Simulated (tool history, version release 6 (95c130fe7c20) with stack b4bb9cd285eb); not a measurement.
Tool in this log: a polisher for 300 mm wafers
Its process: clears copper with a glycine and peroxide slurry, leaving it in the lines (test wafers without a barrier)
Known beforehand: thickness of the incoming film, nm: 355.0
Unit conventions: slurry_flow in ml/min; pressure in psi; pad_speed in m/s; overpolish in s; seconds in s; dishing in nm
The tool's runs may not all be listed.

| run | hour | slurry_flow | pressure | pad_speed | overpolish | seconds | dishing |
|---|---|---|---|---|---|---|---|
| 1 | 0 | 175 | 2.7 | 0.88 | 23 | 99.836 | 61.01 |
| 2 | 2.3 | 175 | 3.3 | 0.88 | 23 | 79.913 | 69.258 |
| 3 | 5.9 | 175 | 3 | 0.84 | 23 | 94.872 | 65.667 |
| 4 | 13.5 | 175 | 2.7 | 0.82 | 23 | 106.38 | 60.144 |
| 5 | 19 | 175 | 2.2 | 0.82 | 23 | 123.49 | 54.563 |
| 6 | 27.5 | 175 | 2.2 | 0.82 | 15 | 123.73 | 36.654 |
| 7 | 34.4 | 175 | 2 | 0.78 | 17 | 133.85 | 36.682 |
| 8 | 42.3 | 175 | 1.9 | 0.74 | 19 | 148.81 | 38.479 |
| 9 | 50.8 | 175 | 1.8 | 0.72 | 20 | 153.67 | 38.807 |

For run 10, what comes out?
| 10 | 52 | 175 | 1.7 | 0.7 | 21 | ? | ? |

seconds: 166.11 s
dishing: 38.12 nm
